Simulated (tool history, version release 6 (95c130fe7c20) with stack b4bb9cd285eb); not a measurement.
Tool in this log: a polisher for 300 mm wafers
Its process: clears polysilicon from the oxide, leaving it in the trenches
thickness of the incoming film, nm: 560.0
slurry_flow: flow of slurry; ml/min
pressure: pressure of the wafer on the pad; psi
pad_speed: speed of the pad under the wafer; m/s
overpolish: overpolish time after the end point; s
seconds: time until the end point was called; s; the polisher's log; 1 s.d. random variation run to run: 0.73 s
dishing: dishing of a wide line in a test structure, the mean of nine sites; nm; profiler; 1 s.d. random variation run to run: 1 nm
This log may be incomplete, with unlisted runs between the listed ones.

run,day,slurry_flow,pressure,pad_speed,overpolish,seconds,dishing
1,0.000,240,2.9,1.02,17,41.715,63.405
2,0.329,240,2.8,1.02,16,44.478,63.320
3,0.500,240,2.8,1.00,15,44.746,61.021
4,0.767,245,2.8,0.98,14,44.469,61.692
5,1.100,235,2.7,0.98,13,45.847,59.887
6,1.171,195,2.7,0.98,13,49.461,60.213
7,1.196,205,2.6,0.98,12,49.314,58.364
8,1.288,200,2.5,1.00,11,49.677,56.238

For run 9, what comes out?
9,1.354,195,2.4,1.02,10,?,?

Run 9 produced seconds 49.444 s, dishing 54.263 nm.
